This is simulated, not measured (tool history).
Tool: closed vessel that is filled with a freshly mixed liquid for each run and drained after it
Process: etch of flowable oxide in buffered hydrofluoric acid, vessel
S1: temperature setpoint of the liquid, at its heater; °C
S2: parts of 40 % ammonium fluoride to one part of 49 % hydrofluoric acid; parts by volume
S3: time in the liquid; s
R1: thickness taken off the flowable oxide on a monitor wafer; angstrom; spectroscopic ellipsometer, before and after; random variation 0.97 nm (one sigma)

Run 1, hour 0: S1 21 °C, S2 15 parts by volume, S3 30 s. Result: R1 804.29 angstrom.
Run 2, hour 6: S1 23 °C, S2 13.5 parts by volume, S3 30 s. Result: R1 988.33 angstrom.
Run 3, hour 10.7: S1 24.5 °C, S2 12.5 parts by volume, S3 30 s. Result: R1 1150.2 angstrom.
Run 4, hour 13.8: S1 24.5 °C, S2 12.5 parts by volume, S3 30 s. Result: R1 1146.9 angstrom.
Run 5, hour 16.7: S1 27 °C, S2 12.5 parts by volume, S3 30 s. Result: R1 1315.3 angstrom.
Run 6, hour 17.3: S1 27.5 °C, S2 11.5 parts by volume, S3 30 s. Result: R1 1467.1 angstrom.
Run 7, hour 21.6: S1 28 °C, S2 11 parts by volume, S3 30 s. Result: R1 1572.7 angstrom.

Run 8 comes next. What will it give?
Run 8, hour 24.9: S1 29 °C, S2 8.5 parts by volume, S3 30 s. Result: R1 ?.

R1: 2077.6 angstrom

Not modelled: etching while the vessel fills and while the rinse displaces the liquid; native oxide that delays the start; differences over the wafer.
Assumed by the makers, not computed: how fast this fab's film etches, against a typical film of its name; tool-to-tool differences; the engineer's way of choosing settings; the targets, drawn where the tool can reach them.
